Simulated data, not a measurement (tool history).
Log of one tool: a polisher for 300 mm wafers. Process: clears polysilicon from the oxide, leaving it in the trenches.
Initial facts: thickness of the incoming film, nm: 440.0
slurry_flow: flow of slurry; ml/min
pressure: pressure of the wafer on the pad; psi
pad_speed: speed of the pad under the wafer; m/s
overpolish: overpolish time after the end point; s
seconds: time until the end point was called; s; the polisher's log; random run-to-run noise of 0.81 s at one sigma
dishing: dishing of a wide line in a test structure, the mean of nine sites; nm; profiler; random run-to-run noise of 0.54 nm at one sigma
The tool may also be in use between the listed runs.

run	day	slurry_flow	pressure	pad_speed	overpolish	seconds	dishing
1	0	270	1.7	1.26	12	42.026	34.255
2	0.079	270	1.7	1.04	12	51.234	32.337
3	0.233	270	1.7	1.04	7	50.564	28.636
4	0.6	270	1.6	1.04	9	53.51	31.227
5	0.767	270	1.4	1.04	9	60.727	28.807
6	0.817	270	1.4	1.04	10	59.632	30.142
7	0.967	270	1.4	1.04	11	60.003	31.252

Estimate the outcome of run 8 from the log above:
8	1.142	270	1.4	1.04	12	?	?

seconds: 60.764 s
dishing: 32.109 nm
